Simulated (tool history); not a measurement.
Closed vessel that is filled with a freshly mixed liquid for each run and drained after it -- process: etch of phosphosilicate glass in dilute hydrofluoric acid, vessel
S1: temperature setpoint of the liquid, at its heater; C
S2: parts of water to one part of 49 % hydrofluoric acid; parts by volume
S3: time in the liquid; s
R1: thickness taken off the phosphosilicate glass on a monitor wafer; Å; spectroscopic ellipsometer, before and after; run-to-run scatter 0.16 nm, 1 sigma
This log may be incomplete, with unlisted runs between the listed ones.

{"run": 1, "day": 0.0, "S1": 20, "S2": 190, "S3": 110, "R1": 646.13}
{"run": 2, "day": 0.375, "S1": 19.5, "S2": 200, "S3": 110, "R1": 596.05}
{"run": 3, "day": 0.454, "S1": 19.5, "S2": 165, "S3": 110, "R1": 752.82}
{"run": 4, "day": 0.754, "S1": 19.5, "S2": 165, "S3": 110, "R1": 753.14}
{"run": 5, "day": 0.85, "S1": 19, "S2": 180, "S3": 110, "R1": 665.28}
{"run": 6, "day": 1.025, "S1": 19, "S2": 150, "S3": 110, "R1": 822.22}
{"run": 7, "day": 1.117, "S1": 19, "S2": 150, "S3": 110, "R1": 823.57}
{"run": 8, "day": 1.425, "S1": 18.5, "S2": 170, "S3": 110, "R1": 699.42}
{"run": 9, "day": 1.738, "S1": 18, "S2": 185, "S3": 110, "R1": 616.81}
{"run": 10, "day": 1.875, "S1": 18, "S2": 195, "S3": 110, "R1": 582.43}
{"run": 11, "day": 2.229, "S1": 18, "S2": 205, "S3": 110, "R1": 547.55}
{"run": 12, "day": 2.567, "S1": 18, "S2": 210, "S3": 110, "R1": 534.59}
{"run": 13, "day": 2.671, "S1": 18, "S2": 215, "S3": 110, "R1": 516.42}
{"run": 14, "day": 2.758, "S1": 18, "S2": 220, "S3": 110, "R1": 502.28}
{"run": 15, "day": 3.05, "S1": 18, "S2": 225, "S3": 110, "R1": 491.77}

Estimate the outcome of run 16 from the log above:
{"run": 16, "day": 3.346, "S1": 17.5, "S2": 230, "S3": 110, "R1": "?"}

{"run 16": {"R1": 469.82}}
